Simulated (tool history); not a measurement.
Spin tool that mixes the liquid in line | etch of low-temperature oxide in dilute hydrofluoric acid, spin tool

run,day,temperature setpoint of the liquid (°C),parts of water to one part of 49 % hydrofluoric acid (parts by volume),time under the liquid (s),thickness taken off the low-temperature oxide on a monitor wafer (nm)
1,0,24,75,110,50.167
2,0.246,24,75,110,50.271
3,0.288,24,95,110,38.43
4,0.346,24,95,110,38.559
5,0.675,25.5,90,110,43.741
6,0.892,27,90,110,46.34
7,1.258,28,90,110,47.893

Forecast run 8:
8,1.521,28,90,110,?

thickness taken off the low-temperature oxide on a monitor wafer (nm): 48.3
